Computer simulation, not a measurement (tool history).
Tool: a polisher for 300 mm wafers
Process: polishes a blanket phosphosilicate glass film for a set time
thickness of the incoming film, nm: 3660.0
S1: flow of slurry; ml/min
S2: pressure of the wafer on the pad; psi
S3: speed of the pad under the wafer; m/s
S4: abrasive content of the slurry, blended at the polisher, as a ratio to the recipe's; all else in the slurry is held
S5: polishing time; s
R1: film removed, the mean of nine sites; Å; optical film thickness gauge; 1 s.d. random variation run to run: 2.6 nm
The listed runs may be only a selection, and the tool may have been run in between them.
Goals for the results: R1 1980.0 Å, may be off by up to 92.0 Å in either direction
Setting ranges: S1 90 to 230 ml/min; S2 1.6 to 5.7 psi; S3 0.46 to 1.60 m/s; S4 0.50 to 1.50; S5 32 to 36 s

Run 1, day 0.000: S1 150 ml/min, S2 3.6 psi, S3 1.02 m/s, S4 1.00, S5 36 s. Result: R1 3380.3 Å.
Run 2, day 0.188: S1 150 ml/min, S2 3.6 psi, S3 1.20 m/s, S4 1.00, S5 36 s. Result: R1 3756.6 Å.
Run 3, day 0.262: S1 180 ml/min, S2 3.6 psi, S3 1.20 m/s, S4 1.00, S5 36 s. Result: R1 3943.8 Å.
Run 4, day 0.579: S1 180 ml/min, S2 3.3 psi, S3 1.18 m/s, S4 1.00, S5 36 s. Result: R1 3677.8 Å.
Run 5, day 0.792: S1 175 ml/min, S2 3.1 psi, S3 1.14 m/s, S4 1.00, S5 36 s. Result: R1 3373.6 Å.
Run 6, day 0.888: S1 175 ml/min, S2 4.0 psi, S3 1.14 m/s, S4 1.00, S5 36 s. Result: R1 4109.8 Å.
Run 7, day 1.104: S1 170 ml/min, S2 3.0 psi, S3 0.88 m/s, S4 0.95, S5 36 s. Result: R1 2620.3 Å.
Run 8, day 1.471: S1 170 ml/min, S2 2.9 psi, S3 0.88 m/s, S4 0.95, S5 36 s. Result: R1 2614.5 Å.
Run 9, day 1.833: S1 165 ml/min, S2 1.9 psi, S3 0.84 m/s, S4 0.95, S5 36 s. Result: R1 1734.3 Å.
Run 10, day 1.867: S1 170 ml/min, S2 1.9 psi, S3 0.84 m/s, S4 0.95, S5 36 s. Result: R1 1737.7 Å.
Run 11, day 1.954: S1 170 ml/min, S2 2.4 psi, S3 0.86 m/s, S4 0.95, S5 36 s. Result: R1 2219.9 Å.

Which single option among these 4 for the next run brings every result within its allowed miss of target? Just one does.
Run A, day 2.042: S1 190 ml/min, S2 2.5 psi, S3 1.08 m/s, S4 0.85, S5 33 s. Result: R1 ?.
Run B, day 2.042: S1 195 ml/min, S2 2.4 psi, S3 0.96 m/s, S4 0.85, S5 36 s. Result: R1 ?.
Run C, day 2.042: S1 210 ml/min, S2 2.5 psi, S3 0.56 m/s, S4 1.25, S5 36 s. Result: R1 ?.
Run D, day 2.042: S1 170 ml/min, S2 1.8 psi, S3 1.40 m/s, S4 1.00, S5 34 s. Result: R1 ?.

move      R1
   A  2339.5
   B  2283.5
   C  1965.2
   D  2344.5
A: the biggest miss grows against the last run
B: the biggest miss grows against the last run
C: meets every target
D: the biggest miss grows against the last run
The move that meets every target is C.
